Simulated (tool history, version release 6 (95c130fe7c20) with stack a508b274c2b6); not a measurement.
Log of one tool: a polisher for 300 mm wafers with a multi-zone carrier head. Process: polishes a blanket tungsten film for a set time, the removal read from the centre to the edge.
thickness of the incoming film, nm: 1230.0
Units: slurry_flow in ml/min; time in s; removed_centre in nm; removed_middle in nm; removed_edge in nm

run  hour  slurry_flow  centre_zone  middle_zone  edge_zone  slurry_solids  time  removed_centre  removed_middle  removed_edge
  1     0          120            1            1          1              1    43          252.11          261.25        250.98
  2   2.8          105         0.99         0.98       1.04           1.05    43          240.36          252.68        253.28
  3   3.7           95         0.99         0.96       1.07           1.05    43          231.66          240.82        248.42
  4   7.9           95         0.98         0.95        1.1            1.1    43          227.41          237.17        258.31
  5  12.2           95         0.98         0.95        1.1              1    43          228.43          235.77        249.62
  6  15.9           95         0.98         0.95        1.1              1    37          194.47          203.94         211.6
  7  20.9          115         0.98         0.95       1.13           1.05    37          212.96          218.83        228.59
  8    23          140          0.9         0.89       1.19           1.25    37          205.58             223        250.82

Run 9 comes next. What will it give?
  9  29.4          165         0.94         0.88       1.19            1.3    37               ?               ?             ?

removed_centre: 232.73 nm
removed_middle: 226.91 nm
removed_edge: 257.55 nm
